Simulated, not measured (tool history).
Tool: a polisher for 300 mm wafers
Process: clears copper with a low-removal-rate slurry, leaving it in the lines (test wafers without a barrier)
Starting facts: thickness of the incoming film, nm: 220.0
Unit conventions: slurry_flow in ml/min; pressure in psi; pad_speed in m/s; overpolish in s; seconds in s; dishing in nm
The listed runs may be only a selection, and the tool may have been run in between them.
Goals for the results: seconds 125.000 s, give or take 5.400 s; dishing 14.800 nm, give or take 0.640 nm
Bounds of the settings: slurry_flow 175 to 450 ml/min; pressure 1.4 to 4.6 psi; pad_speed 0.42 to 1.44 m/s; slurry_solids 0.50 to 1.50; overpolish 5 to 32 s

run  hour  slurry_flow  pressure  pad_speed  slurry_solids  overpolish  seconds  dishing
  1   0.0          290       3.0       0.92           1.00          16   74.827   32.615
  2   7.1          290       3.0       0.92           1.00          20   75.158   40.486
  3  14.4          290       2.9       0.90           1.00          19   80.446   36.625
  4  20.1          290       2.8       0.88           1.00          18   83.827   33.532
  5  25.8          290       2.8       0.88           1.15          18   81.389   34.029
  6  32.2          290       2.7       0.86           1.15          17   85.620   30.908
  7  37.0          290       2.6       0.84           1.15          16   91.433   27.185
  8  42.7          300       1.8       0.82           1.15          10  133.190   12.719

Next run, 4 choices. One meets every target within its allowed miss, the rest don't. Which?
  A  48.4          295       1.9       0.74           1.20          12        ?        ?
  B  48.4          315       1.9       0.84           1.05          11        ?        ?
  C  48.4          265       1.5       0.88           1.15          10        ?        ?
  D  48.4          305       1.8       0.76           1.15          12        ?        ?

move  seconds  dishing
   A  139.710   14.584
   B  126.520   14.751
   C  150.970   11.355
   D  144.250   14.135
A: puts the biggest miss on target and leaves a different result outside tolerance
B: meets every target
C: misses by more than the last run did
D: misses by more than the last run did
Correct choice: B, which meets every target

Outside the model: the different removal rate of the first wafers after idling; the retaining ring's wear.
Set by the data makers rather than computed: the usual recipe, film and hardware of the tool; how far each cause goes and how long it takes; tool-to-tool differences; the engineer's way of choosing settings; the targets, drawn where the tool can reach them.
